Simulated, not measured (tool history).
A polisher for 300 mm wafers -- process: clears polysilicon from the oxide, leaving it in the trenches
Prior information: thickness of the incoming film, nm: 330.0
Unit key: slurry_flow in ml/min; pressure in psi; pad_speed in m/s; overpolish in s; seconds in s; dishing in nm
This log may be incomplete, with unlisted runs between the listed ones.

Run 1, day 0: slurry_flow 170 ml/min, pressure 1.7 psi, pad_speed 0.76 m/s, overpolish 16 s. Result: seconds 50.428 s, dishing 34.342 nm.
Run 2, day 0.029: slurry_flow 175 ml/min, pressure 1.6 psi, pad_speed 0.76 m/s, overpolish 13 s. Result: seconds 51.015 s, dishing 32.894 nm.
Run 3, day 0.117: slurry_flow 205 ml/min, pressure 1.6 psi, pad_speed 0.76 m/s, overpolish 13 s. Result: seconds 51.749 s, dishing 33.228 nm.
Run 4, day 0.329: slurry_flow 175 ml/min, pressure 1.4 psi, pad_speed 0.82 m/s, overpolish 11 s. Result: seconds 53.579 s, dishing 30.866 nm.
Run 5, day 0.425: slurry_flow 175 ml/min, pressure 1.4 psi, pad_speed 1 m/s, overpolish 11 s. Result: seconds 45.627 s, dishing 32.521 nm.
At day 0.704: worn pad replaced by a new one.
Run 6, day 0.704: slurry_flow 175 ml/min, pressure 1.4 psi, pad_speed 1 m/s, overpolish 5 s. Result: seconds 42.16 s, dishing 23.952 nm.

Run 7, settings as shown, results not yet in. Your forecast:
Run 7, day 0.779: slurry_flow 155 ml/min, pressure 1.6 psi, pad_speed 0.84 m/s, overpolish 5 s. Result: seconds ?, dishing ?.

seconds: 44.703 s
dishing: 22.932 nm
